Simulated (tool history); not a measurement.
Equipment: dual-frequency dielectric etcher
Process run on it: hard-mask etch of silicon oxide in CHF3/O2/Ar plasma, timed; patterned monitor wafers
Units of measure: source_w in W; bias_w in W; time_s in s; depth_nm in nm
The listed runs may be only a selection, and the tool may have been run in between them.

{"run": 1, "hour": 0.0, "source_w": 800, "bias_w": 159, "time_s": 25, "depth_nm": 48.357}
{"run": 2, "hour": 3.6, "source_w": 800, "bias_w": 159, "time_s": 26, "depth_nm": 50.318}
{"run": 3, "hour": 7.4, "source_w": 800, "bias_w": 159, "time_s": 26, "depth_nm": 50.27}
{"run": 4, "hour": 14.2, "source_w": 890, "bias_w": 170, "time_s": 26, "depth_nm": 54.553}
{"run": 5, "hour": 21.5, "source_w": 890, "bias_w": 186, "time_s": 26, "depth_nm": 55.899}
{"run": 6, "hour": 23.5, "source_w": 940, "bias_w": 189, "time_s": 26, "depth_nm": 57.923}
{"run": 7, "hour": 30.4, "source_w": 970, "bias_w": 191, "time_s": 26, "depth_nm": 59.114}

For run 8, what comes out?
{"run": 8, "hour": 32.1, "source_w": 990, "bias_w": 193, "time_s": 26, "depth_nm": "?"}

Logged for run 8: depth_nm 59.986 nm.
